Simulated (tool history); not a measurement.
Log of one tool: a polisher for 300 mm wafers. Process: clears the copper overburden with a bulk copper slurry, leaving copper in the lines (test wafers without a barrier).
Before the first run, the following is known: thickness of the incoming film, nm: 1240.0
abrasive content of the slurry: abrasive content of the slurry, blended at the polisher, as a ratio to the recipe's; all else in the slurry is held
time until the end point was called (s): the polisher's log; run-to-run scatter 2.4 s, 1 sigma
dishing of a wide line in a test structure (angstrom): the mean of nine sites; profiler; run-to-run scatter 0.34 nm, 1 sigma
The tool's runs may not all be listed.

| run | hour | flow of slurry (ml/min) | pressure of the wafer on the pad (psi) | speed of the pad under the wafer (m/s) | abrasive content of the slurry | overpolish time after the end point (s) | time until the end point was called (s) | dishing of a wide line in a test structure (angstrom) |
|---|---|---|---|---|---|---|---|---|
| 1 | 0 | 155 | 2.5 | 1.06 | 1 | 14 | 172.72 | 184.51 |
| 2 | 5 | 155 | 2.5 | 0.94 | 1 | 14 | 197.38 | 184.58 |
| 3 | 10.1 | 155 | 2.5 | 0.94 | 0.85 | 14 | 199.38 | 185.41 |
| 4 | 13.1 | 155 | 2.5 | 0.94 | 0.85 | 9 | 203.8 | 171.45 |
| 5 | 17.2 | 155 | 3 | 0.94 | 0.85 | 9 | 167.93 | 174.43 |
|  | 21.4 | head pressure recalibrated |
| 6 | 21.4 | 155 | 3.1 | 0.94 | 0.85 | 10 | 151.06 | 186.99 |
| 7 | 27 | 155 | 3.2 | 0.94 | 0.85 | 10 | 142.63 | 183.99 |

Forecast run 8:
| 8 | 34.2 | 155 | 3.3 | 0.94 | 0.85 | 10 | ? | ? |

{"run 8": {"time until the end point was called (s)": 145.59, "dishing of a wide line in a test structure (angstrom)": 183.69}}
